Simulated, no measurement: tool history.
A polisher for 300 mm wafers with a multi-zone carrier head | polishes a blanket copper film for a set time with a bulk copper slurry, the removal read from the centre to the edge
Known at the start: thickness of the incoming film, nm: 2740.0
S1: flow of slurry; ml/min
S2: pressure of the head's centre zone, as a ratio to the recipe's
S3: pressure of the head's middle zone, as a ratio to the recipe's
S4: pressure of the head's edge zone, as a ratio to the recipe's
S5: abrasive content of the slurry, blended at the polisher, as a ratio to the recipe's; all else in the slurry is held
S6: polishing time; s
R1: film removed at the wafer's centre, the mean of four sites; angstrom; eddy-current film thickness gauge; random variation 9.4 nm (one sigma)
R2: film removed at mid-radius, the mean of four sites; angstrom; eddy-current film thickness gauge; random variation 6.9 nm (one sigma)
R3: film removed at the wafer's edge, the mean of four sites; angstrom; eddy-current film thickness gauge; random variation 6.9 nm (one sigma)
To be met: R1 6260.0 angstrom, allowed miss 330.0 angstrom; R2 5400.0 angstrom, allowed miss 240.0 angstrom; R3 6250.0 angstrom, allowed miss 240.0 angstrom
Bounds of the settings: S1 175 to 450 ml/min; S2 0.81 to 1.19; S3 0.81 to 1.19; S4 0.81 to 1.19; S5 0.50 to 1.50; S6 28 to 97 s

run	hour	S1	S2	S3	S4	S5	S6	R1	R2	R3
1	0.0	290	1.00	1.00	1.00	1.00	62	4535.5	4510.4	4611.7
2	7.5	290	1.02	0.98	1.04	1.15	65	4979.1	4893.0	5075.2
3	9.9	290	1.09	0.98	1.04	1.15	65	5470.2	4840.6	5094.5
4	18.3	290	1.09	0.98	1.04	1.35	65	5683.8	5108.2	5326.3
5	19.5	290	1.09	1.05	1.04	1.35	65	5777.5	5509.3	5313.8
6	24.2	235	1.09	1.05	1.04	1.35	65	5275.7	5242.1	5208.3
7	28.0	245	1.10	1.01	1.08	1.40	66	5818.1	5230.4	5379.8
8	32.3	240	1.07	0.97	1.09	1.45	69	5826.8	5340.4	5612.2
9	40.1	235	1.06	0.94	1.11	1.45	71	5905.2	5269.1	5845.6

Which of these 5 next moves meets every target?
A	47.9	175	1.10	0.92	1.16	1.45	78	?	?	?
B	47.9	210	1.02	1.06	1.07	1.50	66	?	?	?
C	47.9	215	0.95	0.90	1.12	1.50	74	?	?	?
D	47.9	210	1.18	1.06	1.06	1.50	64	?	?	?
E	47.9	260	1.14	0.88	1.08	1.45	68	?	?	?

move	R1	R2	R3
A	6457.7	5451.4	6474.1
B	5298.9	5415.2	5503.3
C	5546.8	5312.1	6289.4
D	5950.4	5246.7	5321.2
E	6251.8	4872.8	5780.2
A: meets every target
B: further off than the last run
C: brings the result that was furthest off to its target, and leaves another outside
D: further off than the last run
E: further off than the last run
Answer: A
